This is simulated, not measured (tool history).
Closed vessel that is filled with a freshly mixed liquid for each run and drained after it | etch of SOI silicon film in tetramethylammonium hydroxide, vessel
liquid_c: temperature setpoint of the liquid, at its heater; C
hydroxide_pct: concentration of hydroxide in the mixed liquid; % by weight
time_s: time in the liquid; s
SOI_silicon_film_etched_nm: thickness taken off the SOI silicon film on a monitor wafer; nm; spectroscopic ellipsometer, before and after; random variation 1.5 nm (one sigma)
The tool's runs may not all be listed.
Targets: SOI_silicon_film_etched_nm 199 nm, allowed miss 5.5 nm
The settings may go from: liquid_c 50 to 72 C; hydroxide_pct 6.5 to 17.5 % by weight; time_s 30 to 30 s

| run | day | liquid_c | hydroxide_pct | time_s | SOI_silicon_film_etched_nm |
|---|---|---|---|---|---|
| 1 | 0 | 59 | 12 | 30 | 100.65 |
| 2 | 0.054 | 61 | 12 | 30 | 112.92 |
| 3 | 0.125 | 62.5 | 12 | 30 | 124.81 |
| 4 | 0.183 | 62.5 | 12 | 30 | 124.66 |
| 5 | 0.429 | 64 | 12 | 30 | 135.59 |
| 6 | 0.708 | 65 | 12 | 30 | 145.26 |
| 7 | 1.004 | 66 | 12 | 30 | 152.95 |
| 8 | 1.375 | 66.5 | 12 | 30 | 159.17 |
| 9 | 1.442 | 67 | 12 | 30 | 165.13 |
| 10 | 1.596 | 67.5 | 12 | 30 | 166.36 |
| 11 | 1.946 | 68 | 12 | 30 | 171.15 |
| 12 | 2.221 | 68.5 | 12 | 30 | 179.51 |
| 13 | 2.592 | 69 | 12 | 30 | 182.38 |
| 14 | 2.958 | 69.5 | 12 | 30 | 190.88 |

Which of these 5 next moves meets every target?
| A | 3.325 | 69.5 | 9.5 | 30 | ? |
| B | 3.325 | 67.5 | 10 | 30 | ? |
| C | 3.325 | 69.5 | 10.5 | 30 | ? |
| D | 3.325 | 69 | 13 | 30 | ? |
| E | 3.325 | 69 | 12.5 | 30 | ? |

| move | SOI_silicon_film_etched_nm |
|---|---|
| A | 207.63 |
| B | 180.63 |
| C | 200.12 |
| D | 178.67 |
| E | 181.79 |
A: takes the result that was furthest off past its target
B: further off than the last run
C: meets every target
D: further off than the last run
E: further off than the last run
Move C is the one to make.
